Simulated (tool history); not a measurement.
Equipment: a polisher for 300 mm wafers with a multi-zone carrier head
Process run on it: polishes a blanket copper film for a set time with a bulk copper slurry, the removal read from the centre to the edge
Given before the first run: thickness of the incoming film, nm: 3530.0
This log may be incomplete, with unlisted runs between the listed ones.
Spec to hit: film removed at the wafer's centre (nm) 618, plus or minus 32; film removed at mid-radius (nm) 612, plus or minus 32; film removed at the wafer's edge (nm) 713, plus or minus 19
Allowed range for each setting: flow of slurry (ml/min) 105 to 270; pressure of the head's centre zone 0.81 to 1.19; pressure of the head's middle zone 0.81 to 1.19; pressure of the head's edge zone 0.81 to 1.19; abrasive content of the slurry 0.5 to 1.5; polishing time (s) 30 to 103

run	hour	flow of slurry (ml/min)	pressure of the head's centre zone	pressure of the head's middle zone	pressure of the head's edge zone	abrasive content of the slurry	polishing time (s)	film removed at the wafer's centre (nm)	film removed at mid-radius (nm)	film removed at the wafer's edge (nm)
1	0	175	1	1	1	1	66	758.69	806.71	774.53
2	5.6	165	0.98	0.95	1	0.95	66	727.07	747.89	774.8
3	12.9	160	0.96	0.92	0.98	0.9	66	698.84	705.17	744.97
4	18	160	0.93	0.92	0.98	0.9	66	701.63	724.12	748.83
5	19.5	160	0.9	0.92	0.98	0.9	66	660.34	704.64	753.7
6	21.4	160	0.9	0.92	0.98	0.9	56	554.02	620.03	635.46
7	28.8	170	0.91	0.9	1.01	0.9	56	581.66	614.76	653.45
8	31.4	170	0.91	0.9	1.01	0.9	56	567.75	608.95	642.72
9	37.1	170	0.92	0.89	1.05	0.95	56	593.49	599.91	664.19
10	39	175	0.91	0.89	1.07	1	56	590.25	615.17	683.42

Of the 5 settings listed for the next run, only one would bring every result within its allowed miss of target. Which one?
A	40.9	130	0.91	0.94	1.19	1.1	56	?	?	?
B	40.9	150	1	0.9	0.99	1.05	54	?	?	?
C	40.9	170	0.96	0.88	1.03	1.1	52	?	?	?
D	40.9	180	0.94	0.87	1.12	0.65	63	?	?	?
E	40.9	180	0.82	0.82	1.09	1.05	57	?	?	?

move	film removed at the wafer's centre (nm)	film removed at mid-radius (nm)	film removed at the wafer's edge (nm)
A	572.37	631.3	705.61
B	623.58	603.51	628.71
C	599.53	593.32	635.86
D	633.77	634.72	713.24
E	560.61	618.77	714.83
A: brings the last run's worst result on target, with another outside its allowed miss
B: further off than the last run
C: further off than the last run
D: each result inside its tolerance
E: brings the last run's worst result on target, with another outside its allowed miss
So the answer is move D, the one that meets all the targets.
